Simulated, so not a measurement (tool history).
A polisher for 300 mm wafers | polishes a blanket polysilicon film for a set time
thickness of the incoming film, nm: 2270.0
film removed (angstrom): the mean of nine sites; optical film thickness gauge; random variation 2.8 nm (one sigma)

run	day	flow of slurry (ml/min)	pressure of the wafer on the pad (kPa)	speed of the pad under the wafer (m/s)	polishing time (s)	film removed (angstrom)
1	0.000	130	13.8	1.02	59	3053.4
2	0.179	130	12.4	1.02	59	2766.0
3	0.304	130	11.7	1.02	59	2670.8
4	0.400	130	13.8	1.02	59	2995.2
# day 0.588: slurry nozzle cleaned
5	0.588	100	13.8	1.02	59	2986.0
6	0.662	100	13.8	0.88	59	2596.9

The next listed run, before its measurement:
7	0.800	100	13.1	0.88	59	?

{"run 7": {"film removed (angstrom)": 2504.6}}

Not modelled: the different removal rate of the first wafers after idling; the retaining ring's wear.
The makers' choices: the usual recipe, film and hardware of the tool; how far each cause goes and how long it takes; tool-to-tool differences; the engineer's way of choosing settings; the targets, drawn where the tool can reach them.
